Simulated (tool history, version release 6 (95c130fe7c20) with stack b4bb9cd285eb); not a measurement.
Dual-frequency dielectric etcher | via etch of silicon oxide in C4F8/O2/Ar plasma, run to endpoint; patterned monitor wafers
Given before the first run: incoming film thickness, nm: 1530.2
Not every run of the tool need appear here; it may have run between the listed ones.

run,hour,source power (kW),bias power (kW),endpoint time (s)
1,0,1.83,2.304,252.89
2,4.8,2.04,2.304,240.59
3,13,1.87,2.267,252.54
4,16.8,1.87,2.544,240.85
5,23.4,1.87,2.173,259.03
6,26.5,1.79,2.161,263.34
7,28.3,1.72,2.15,267.9
8,29.9,1.67,2.141,273.83
9,32.3,1.64,2.137,276.68
10,39,1.62,2.134,275.97

The next listed run, before its measurement:
11,43.1,1.49,2.101,?

{"run 11": {"endpoint time (s)": 290.3}}

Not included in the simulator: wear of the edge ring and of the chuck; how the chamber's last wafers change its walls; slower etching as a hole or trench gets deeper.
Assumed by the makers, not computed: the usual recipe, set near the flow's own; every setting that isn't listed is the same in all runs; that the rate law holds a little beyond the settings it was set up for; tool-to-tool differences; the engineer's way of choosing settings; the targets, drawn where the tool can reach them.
